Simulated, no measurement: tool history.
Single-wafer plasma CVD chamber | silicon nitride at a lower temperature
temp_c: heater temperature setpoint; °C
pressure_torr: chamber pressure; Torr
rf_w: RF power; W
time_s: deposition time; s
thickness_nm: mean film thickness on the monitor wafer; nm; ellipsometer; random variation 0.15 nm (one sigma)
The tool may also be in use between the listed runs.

Run 1, hour 0: temp_c 330 °C, pressure_torr 1.09 Torr, rf_w 280 W, time_s 32.6 s. Result: thickness_nm 34.815 nm.
Run 2, hour 7.1: temp_c 338 °C, pressure_torr 1.09 Torr, rf_w 280 W, time_s 32.6 s. Result: thickness_nm 34.341 nm.
Run 3, hour 14.9: temp_c 338 °C, pressure_torr 1.01 Torr, rf_w 280 W, time_s 32.6 s. Result: thickness_nm 33.696 nm.
Run 4, hour 16.6: temp_c 332 °C, pressure_torr 1.01 Torr, rf_w 280 W, time_s 32.6 s. Result: thickness_nm 33.594 nm.
Run 5, hour 18.4: temp_c 332 °C, pressure_torr 0.98 Torr, rf_w 280 W, time_s 32.6 s. Result: thickness_nm 33.389 nm.
Run 6, hour 19.6: temp_c 332 °C, pressure_torr 0.95 Torr, rf_w 280 W, time_s 32.6 s. Result: thickness_nm 33.237 nm.
Run 7, hour 23.3: temp_c 332 °C, pressure_torr 0.92 Torr, rf_w 275 W, time_s 32.6 s. Result: thickness_nm 32.316 nm.
Run 8, hour 27.1: temp_c 332 °C, pressure_torr 0.89 Torr, rf_w 275 W, time_s 32.6 s. Result: thickness_nm 31.739 nm.
Run 9, hour 32.9: temp_c 332 °C, pressure_torr 0.87 Torr, rf_w 275 W, time_s 32.6 s. Result: thickness_nm 31.803 nm.
Run 10, hour 36.7: temp_c 332 °C, pressure_torr 0.87 Torr, rf_w 275 W, time_s 32.6 s. Result: thickness_nm 31.986 nm.
Run 11, hour 37.5: temp_c 332 °C, pressure_torr 0.85 Torr, rf_w 275 W, time_s 32.6 s. Result: thickness_nm 31.823 nm.
Run 12, hour 38.4: temp_c 332 °C, pressure_torr 0.83 Torr, rf_w 275 W, time_s 32.6 s. Result: thickness_nm 31.76 nm.
Run 13, hour 39.2: temp_c 332 °C, pressure_torr 0.81 Torr, rf_w 275 W, time_s 32.6 s. Result: thickness_nm 31.501 nm.

The next listed run, before its measurement:
Run 14, hour 42.6: temp_c 332 °C, pressure_torr 0.8 Torr, rf_w 275 W, time_s 32.6 s. Result: thickness_nm ?.

Run 14 gave thickness_nm 31.061 nm.
